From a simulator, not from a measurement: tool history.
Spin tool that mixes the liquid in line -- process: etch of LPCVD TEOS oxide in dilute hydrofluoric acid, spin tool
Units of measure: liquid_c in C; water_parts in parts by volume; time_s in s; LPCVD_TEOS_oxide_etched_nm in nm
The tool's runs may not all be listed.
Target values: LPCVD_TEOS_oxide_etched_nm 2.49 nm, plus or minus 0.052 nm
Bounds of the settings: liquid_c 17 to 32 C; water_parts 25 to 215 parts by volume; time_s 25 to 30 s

run 1 hour=0 | liquid_c=24 water_parts=120 time_s=30 | LPCVD_TEOS_oxide_etched_nm=3.9615
run 2 hour=5.7 | liquid_c=22 water_parts=125 time_s=30 | LPCVD_TEOS_oxide_etched_nm=3.4713
run 3 hour=6.4 | liquid_c=22 water_parts=125 time_s=30 | LPCVD_TEOS_oxide_etched_nm=3.4779
run 4 hour=7.1 | liquid_c=19.5 water_parts=125 time_s=30 | LPCVD_TEOS_oxide_etched_nm=3.1598
run 5 hour=14.6 | liquid_c=19.5 water_parts=105 time_s=30 | LPCVD_TEOS_oxide_etched_nm=3.8547
run 6 hour=15.2 | liquid_c=19.5 water_parts=75 time_s=30 | LPCVD_TEOS_oxide_etched_nm=5.4665
run 7 hour=23.2 | liquid_c=19 water_parts=95 time_s=30 | LPCVD_TEOS_oxide_etched_nm=4.1926
run 8 hour=30.4 | liquid_c=18.5 water_parts=110 time_s=30 | LPCVD_TEOS_oxide_etched_nm=3.5121
run 9 hour=34.8 | liquid_c=18 water_parts=120 time_s=30 | LPCVD_TEOS_oxide_etched_nm=3.0863
run 10 hour=42.2 | liquid_c=17.5 water_parts=125 time_s=30 | LPCVD_TEOS_oxide_etched_nm=2.8943
run 11 hour=43 | liquid_c=17.5 water_parts=130 time_s=30 | LPCVD_TEOS_oxide_etched_nm=2.8033
run 12 hour=50.2 | liquid_c=17.5 water_parts=135 time_s=30 | LPCVD_TEOS_oxide_etched_nm=2.689

4 next moves are on the table. One of them brings every result within its allowed miss. Which?
run A hour=57.4 | liquid_c=18 water_parts=130 time_s=30 | LPCVD_TEOS_oxide_etched_nm=?
run B hour=57.4 | liquid_c=18 water_parts=125 time_s=25 | LPCVD_TEOS_oxide_etched_nm=?
run C hour=57.4 | liquid_c=17.5 water_parts=120 time_s=30 | LPCVD_TEOS_oxide_etched_nm=?
run D hour=57.4 | liquid_c=21.5 water_parts=135 time_s=25 | LPCVD_TEOS_oxide_etched_nm=?

move=A LPCVD_TEOS_oxide_etched_nm=2.8354
move=B LPCVD_TEOS_oxide_etched_nm=2.4695
move=C LPCVD_TEOS_oxide_etched_nm=3.0377
move=D LPCVD_TEOS_oxide_etched_nm=2.6128
A: moves away from the targets compared with the last run
B: every result lands within tolerance
C: moves away from the targets compared with the last run
D: closes in on the targets versus the last run, not all within tolerance yet
The right move is B.

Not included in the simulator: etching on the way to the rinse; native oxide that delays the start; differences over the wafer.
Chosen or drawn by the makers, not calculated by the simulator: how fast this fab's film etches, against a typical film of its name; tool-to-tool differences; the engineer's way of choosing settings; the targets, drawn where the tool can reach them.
